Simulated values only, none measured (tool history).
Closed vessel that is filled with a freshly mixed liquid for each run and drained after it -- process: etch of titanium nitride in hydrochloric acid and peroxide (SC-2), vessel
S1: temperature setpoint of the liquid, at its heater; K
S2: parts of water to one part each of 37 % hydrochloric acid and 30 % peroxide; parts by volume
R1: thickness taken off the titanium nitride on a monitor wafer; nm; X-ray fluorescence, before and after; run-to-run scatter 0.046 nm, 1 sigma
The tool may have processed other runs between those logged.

Run 1, hour 0.0: S1 332.15 K, S2 7.5 parts by volume, time in the liquid (s) 535. Result: R1 24.948 nm.
Run 2, hour 7.1: S1 328.15 K, S2 7.5 parts by volume, time in the liquid (s) 535. Result: R1 19.064 nm.
Run 3, hour 9.3: S1 328.15 K, S2 7.5 parts by volume, time in the liquid (s) 405. Result: R1 14.378 nm.
Run 4, hour 11.3: S1 328.15 K, S2 7.5 parts by volume, time in the liquid (s) 405. Result: R1 14.564 nm.
Run 5, hour 19.5: S1 333.15 K, S2 7.5 parts by volume, time in the liquid (s) 405. Result: R1 20.098 nm.
Run 6, hour 28.3: S1 333.15 K, S2 9.5 parts by volume, time in the liquid (s) 405. Result: R1 16.626 nm.
Run 7, hour 36.5: S1 330.65 K, S2 9.5 parts by volume, time in the liquid (s) 405. Result: R1 14.088 nm.

For run 8, what comes out?
Run 8, hour 41.3: S1 329.15 K, S2 9.5 parts by volume, time in the liquid (s) 405. Result: R1 ?.

{"run 8": {"R1": 12.753}}

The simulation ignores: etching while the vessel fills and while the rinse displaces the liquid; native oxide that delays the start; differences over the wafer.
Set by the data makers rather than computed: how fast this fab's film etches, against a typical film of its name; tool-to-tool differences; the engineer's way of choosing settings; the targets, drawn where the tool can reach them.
